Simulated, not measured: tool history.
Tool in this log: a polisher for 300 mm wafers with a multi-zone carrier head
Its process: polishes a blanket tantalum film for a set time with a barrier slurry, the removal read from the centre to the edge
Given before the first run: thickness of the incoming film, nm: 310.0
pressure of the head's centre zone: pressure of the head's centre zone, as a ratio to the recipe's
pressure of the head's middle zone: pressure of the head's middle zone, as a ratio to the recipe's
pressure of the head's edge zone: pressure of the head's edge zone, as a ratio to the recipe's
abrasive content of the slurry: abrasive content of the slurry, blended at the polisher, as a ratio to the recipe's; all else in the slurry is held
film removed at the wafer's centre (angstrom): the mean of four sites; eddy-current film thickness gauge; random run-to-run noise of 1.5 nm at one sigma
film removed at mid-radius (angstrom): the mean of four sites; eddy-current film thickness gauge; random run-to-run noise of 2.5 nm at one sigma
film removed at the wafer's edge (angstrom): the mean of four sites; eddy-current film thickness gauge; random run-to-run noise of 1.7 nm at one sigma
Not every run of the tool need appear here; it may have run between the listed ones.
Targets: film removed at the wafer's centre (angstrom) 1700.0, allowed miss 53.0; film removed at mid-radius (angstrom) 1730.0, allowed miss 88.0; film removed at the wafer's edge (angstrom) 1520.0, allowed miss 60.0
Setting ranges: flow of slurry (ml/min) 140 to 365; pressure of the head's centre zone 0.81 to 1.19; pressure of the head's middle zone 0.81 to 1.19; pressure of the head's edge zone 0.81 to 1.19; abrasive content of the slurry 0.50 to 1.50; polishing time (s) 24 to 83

run  hour  flow of slurry (ml/min)  pressure of the head's centre zone  pressure of the head's middle zone  pressure of the head's edge zone  abrasive content of the slurry  polishing time (s)  film removed at the wafer's centre (angstrom)  film removed at mid-radius (angstrom)  film removed at the wafer's edge (angstrom)
  1   0.0                      235                                1.00                                1.00                              1.00                            1.00                  53                                         1218.9                                 1204.5                                       1217.5
  2   1.9                      245                                1.03                                1.05                              1.01                            1.15                  54                                         1332.7                                 1329.0                                       1307.2
  3   2.7                      255                                1.06                                1.09                              1.00                            1.25                  55                                         1422.5                                 1428.0                                       1381.2
  4   5.6                      265                                1.08                                1.12                              0.97                            1.30                  56                                         1512.4                                 1540.9                                       1367.4
  5  12.6                      265                                1.03                                1.12                              0.97                            1.30                  56                                         1450.7                                 1533.8                                       1350.0
  6  14.8                      220                                1.03                                1.12                              0.97                            1.30                  56                                         1432.5                                 1480.4                                       1351.2
  7  20.0                      235                                1.06                                1.14                              0.98                            1.35                  56                                         1472.4                                 1516.6                                       1394.6
  8  22.1                      250                                1.08                                1.16                              0.98                            1.40                  56                                         1505.2                                 1573.1                                       1379.7
  9  25.3                      255                                1.10                                1.16                              0.99                            1.45                  57                                         1608.0                                 1638.3                                       1424.8
 10  28.7                      260                                1.11                                1.16                              1.01                            1.45                  57                                         1604.2                                 1631.4                                       1445.5
 11  29.8                      265                                1.12                                1.16                              1.02                            1.45                  57                                         1653.2                                 1637.6                                       1474.9
 12  37.5                      270                                1.12                                1.17                              1.03                            1.45                  57                                         1642.1                                 1643.9                                       1489.3
 13  40.5                      275                                1.12                                1.18                              1.03                            1.45                  57                                         1648.7                                 1702.6                                       1456.6

Below are 4 possible settings for the next run. Only one of them brings all results inside the allowed miss of their targets. Which is it?
  A  43.5                      205                                1.06                                1.11                              1.07                            1.45                  58                                              ?                                      ?                                            ?
  B  43.5                      245                                1.14                                1.10                              1.04                            1.35                  59                                              ?                                      ?                                            ?
  C  43.5                      255                                1.10                                1.15                              1.01                            1.35                  61                                              ?                                      ?                                            ?
  D  43.5                      250                                1.17                                1.06                              1.09                            1.40                  58                                              ?                                      ?                                            ?

move  film removed at the wafer's centre (angstrom)  film removed at mid-radius (angstrom)  film removed at the wafer's edge (angstrom)
   A                                         1512.2                                 1544.8                                       1500.1
   B                                         1662.2                                 1562.7                                       1501.2
   C                                         1665.5                                 1682.8                                       1533.6
   D                                         1694.6                                 1505.6                                       1526.4
A: meets the target for the result that was furthest off, but another lies outside its allowed miss
B: meets the target for the result that was furthest off, but another lies outside its allowed miss
C: meets every target
D: meets the target for the result that was furthest off, but another lies outside its allowed miss
Move C is the one to make.
